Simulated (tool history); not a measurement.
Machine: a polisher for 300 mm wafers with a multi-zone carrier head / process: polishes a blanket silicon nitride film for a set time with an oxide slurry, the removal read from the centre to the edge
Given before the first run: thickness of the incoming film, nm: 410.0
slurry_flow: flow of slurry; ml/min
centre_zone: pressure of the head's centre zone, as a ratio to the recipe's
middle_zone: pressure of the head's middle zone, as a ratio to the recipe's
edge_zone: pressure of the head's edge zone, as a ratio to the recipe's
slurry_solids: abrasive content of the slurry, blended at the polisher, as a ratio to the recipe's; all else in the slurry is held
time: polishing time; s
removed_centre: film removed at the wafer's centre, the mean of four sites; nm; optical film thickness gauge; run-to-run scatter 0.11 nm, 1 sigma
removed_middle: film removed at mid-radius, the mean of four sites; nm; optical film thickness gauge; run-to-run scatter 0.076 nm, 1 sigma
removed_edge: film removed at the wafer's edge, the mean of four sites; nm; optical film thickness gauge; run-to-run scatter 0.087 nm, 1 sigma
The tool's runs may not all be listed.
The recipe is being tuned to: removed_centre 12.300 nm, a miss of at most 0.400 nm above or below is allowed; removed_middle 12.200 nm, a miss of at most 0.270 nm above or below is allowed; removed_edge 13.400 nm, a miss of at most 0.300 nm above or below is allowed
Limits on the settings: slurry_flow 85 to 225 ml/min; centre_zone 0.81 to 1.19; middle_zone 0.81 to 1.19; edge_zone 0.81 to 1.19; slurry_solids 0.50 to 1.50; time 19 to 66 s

Run 1, hour 0.0: slurry_flow 145 ml/min, centre_zone 1.00, middle_zone 1.00, edge_zone 1.00, slurry_solids 1.00, time 42 s. Result: removed_centre 22.868 nm, removed_middle 22.923 nm, removed_edge 22.849 nm.
Run 2, hour 1.7: slurry_flow 130 ml/min, centre_zone 0.97, middle_zone 0.95, edge_zone 0.96, slurry_solids 0.85, time 40 s. Result: removed_centre 19.484 nm, removed_middle 19.319 nm, removed_edge 19.973 nm.
Run 3, hour 10.1: slurry_flow 120 ml/min, centre_zone 0.95, middle_zone 0.92, edge_zone 0.93, slurry_solids 0.75, time 38 s. Result: removed_centre 17.007 nm, removed_middle 16.670 nm, removed_edge 17.476 nm.
Run 4, hour 16.3: slurry_flow 120 ml/min, centre_zone 0.95, middle_zone 0.92, edge_zone 0.93, slurry_solids 0.55, time 38 s. Result: removed_centre 15.117 nm, removed_middle 15.034 nm, removed_edge 15.595 nm.
Run 5, hour 24.0: slurry_flow 115 ml/min, centre_zone 0.93, middle_zone 0.89, edge_zone 0.91, slurry_solids 0.55, time 37 s. Result: removed_centre 14.425 nm, removed_middle 14.031 nm, removed_edge 14.950 nm.
Run 6, hour 25.1: slurry_flow 140 ml/min, centre_zone 0.93, middle_zone 0.89, edge_zone 0.91, slurry_solids 0.55, time 37 s. Result: removed_centre 14.952 nm, removed_middle 14.922 nm, removed_edge 15.521 nm.
Run 7, hour 30.2: slurry_flow 125 ml/min, centre_zone 0.91, middle_zone 0.87, edge_zone 0.89, slurry_solids 0.55, time 37 s. Result: removed_centre 14.449 nm, removed_middle 14.090 nm, removed_edge 15.193 nm.
Run 8, hour 35.4: slurry_flow 115 ml/min, centre_zone 0.89, middle_zone 0.87, edge_zone 0.87, slurry_solids 0.55, time 37 s. Result: removed_centre 13.652 nm, removed_middle 13.887 nm, removed_edge 14.759 nm.
Run 9, hour 42.1: slurry_flow 110 ml/min, centre_zone 0.89, middle_zone 0.86, edge_zone 0.86, slurry_solids 0.55, time 37 s. Result: removed_centre 13.204 nm, removed_middle 13.481 nm, removed_edge 14.373 nm.
Run 10, hour 47.4: slurry_flow 105 ml/min, centre_zone 0.89, middle_zone 0.85, edge_zone 0.85, slurry_solids 0.55, time 37 s. Result: removed_centre 13.381 nm, removed_middle 13.166 nm, removed_edge 14.293 nm.
Run 11, hour 48.6: slurry_flow 100 ml/min, centre_zone 0.88, middle_zone 0.84, edge_zone 0.84, slurry_solids 0.55, time 37 s. Result: removed_centre 12.929 nm, removed_middle 12.760 nm, removed_edge 14.066 nm.
Run 12, hour 52.3: slurry_flow 95 ml/min, centre_zone 0.88, middle_zone 0.84, edge_zone 0.83, slurry_solids 0.55, time 37 s. Result: removed_centre 12.574 nm, removed_middle 12.601 nm, removed_edge 13.946 nm.
Run 13, hour 60.4: slurry_flow 95 ml/min, centre_zone 0.88, middle_zone 0.84, edge_zone 0.82, slurry_solids 0.55, time 37 s. Result: removed_centre 12.656 nm, removed_middle 12.572 nm, removed_edge 13.868 nm.
Run 14, hour 62.4: slurry_flow 90 ml/min, centre_zone 0.88, middle_zone 0.84, edge_zone 0.81, slurry_solids 0.50, time 37 s. Result: removed_centre 12.118 nm, removed_middle 11.878 nm, removed_edge 13.027 nm.

Pick the move, out of 5, that brings all results within their allowed miss; only one does.
Run A, hour 64.4: slurry_flow 90 ml/min, centre_zone 0.91, middle_zone 0.86, edge_zone 0.81, slurry_solids 0.50, time 36 s. Result: removed_centre ?, removed_middle ?, removed_edge ?.
Run B, hour 64.4: slurry_flow 85 ml/min, centre_zone 0.88, middle_zone 0.84, edge_zone 0.94, slurry_solids 0.55, time 36 s. Result: removed_centre ?, removed_middle ?, removed_edge ?.
Run C, hour 64.4: slurry_flow 100 ml/min, centre_zone 0.93, middle_zone 0.90, edge_zone 0.81, slurry_solids 0.50, time 35 s. Result: removed_centre ?, removed_middle ?, removed_edge ?.
Run D, hour 64.4: slurry_flow 85 ml/min, centre_zone 0.91, middle_zone 0.88, edge_zone 0.87, slurry_solids 0.95, time 30 s. Result: removed_centre ?, removed_middle ?, removed_edge ?.
Run E, hour 64.4: slurry_flow 85 ml/min, centre_zone 1.00, middle_zone 0.85, edge_zone 0.82, slurry_solids 0.55, time 35 s. Result: removed_centre ?, removed_middle ?, removed_edge ?.

move  removed_centre  removed_middle  removed_edge
   A          12.233          11.773        12.819
   B          11.927          11.667        13.968
   C          12.689          12.342        12.773
   D          12.427          12.232        13.595
   E          13.090          11.449        12.763
A: its largest miss is bigger than the last run's
B: moves the result that the last run missed by most past its target, out the other side
C: its largest miss is bigger than the last run's
D: every result lands within tolerance
E: its largest miss is bigger than the last run's
The move that meets every target is D.
